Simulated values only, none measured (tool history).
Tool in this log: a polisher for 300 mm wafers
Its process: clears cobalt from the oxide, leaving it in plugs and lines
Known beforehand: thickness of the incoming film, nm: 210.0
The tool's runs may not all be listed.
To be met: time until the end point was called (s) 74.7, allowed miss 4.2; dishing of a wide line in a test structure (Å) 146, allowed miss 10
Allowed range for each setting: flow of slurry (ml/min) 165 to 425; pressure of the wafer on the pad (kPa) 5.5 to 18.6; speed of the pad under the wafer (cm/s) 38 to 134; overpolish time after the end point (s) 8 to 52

| run | hour | flow of slurry (ml/min) | pressure of the wafer on the pad (kPa) | speed of the pad under the wafer (cm/s) | overpolish time after the end point (s) | time until the end point was called (s) | dishing of a wide line in a test structure (Å) |
|---|---|---|---|---|---|---|---|
| 1 | 0 | 275 | 11.7 | 86 | 26 | 49.213 | 264.17 |
| 2 | 8.5 | 270 | 11 | 86 | 24 | 54.085 | 258.11 |
| 3 | 12.5 | 340 | 11 | 86 | 24 | 51.458 | 256.89 |
| 4 | 16.7 | 350 | 10.3 | 86 | 22 | 56.622 | 248.01 |
| 5 | 18.8 | 350 | 13.1 | 86 | 22 | 45.073 | 266.3 |
| 6 | 24.3 | 360 | 12.4 | 86 | 21 | 46.788 | 245.3 |
| 7 | 30.4 | 365 | 11.7 | 86 | 20 | 49.191 | 252.09 |
| 8 | 31.1 | 370 | 11 | 86 | 19 | 52.437 | 250.93 |
| 9 | 39.5 | 375 | 10.3 | 86 | 18 | 54.874 | 239.06 |
| 10 | 42.7 | 380 | 9.7 | 86 | 17 | 57.7 | 239.35 |
| 11 | 48.1 | 385 | 9 | 86 | 16 | 64.329 | 230.02 |
| 12 | 54.1 | 390 | 8.3 | 88 | 15 | 68.421 | 214.3 |
| 13 | 61.1 | 395 | 8.3 | 90 | 14 | 65.8 | 219.34 |
| 14 | 69.9 | 320 | 11.7 | 66 | 8 | 65.453 | 159.63 |
| 15 | 70.9 | 315 | 11.7 | 66 | 8 | 64.657 | 155.38 |
| 16 | 72.7 | 310 | 11.7 | 66 | 8 | 63.952 | 157.67 |
| 17 | 73.9 | 305 | 11.7 | 66 | 8 | 64.86 | 152.99 |

Which of these 4 next moves meets every target?
| A | 75.1 | 330 | 11 | 84 | 8 | ? | ? |
| B | 75.1 | 320 | 12.4 | 66 | 8 | ? | ? |
| C | 75.1 | 410 | 15.2 | 44 | 8 | ? | ? |
| D | 75.1 | 330 | 11 | 60 | 12 | ? | ? |

| move | time until the end point was called (s) | dishing of a wide line in a test structure (Å) |
|---|---|---|
| A | 55.781 | 174.53 |
| B | 62.916 | 162.95 |
| C | 75.093 | 146.07 |
| D | 77.146 | 183.19 |
A: further off than the last run
B: further off than the last run
C: meets every target
D: brings the last run's worst result on target, with another outside its allowed miss
The move that meets every target is C.
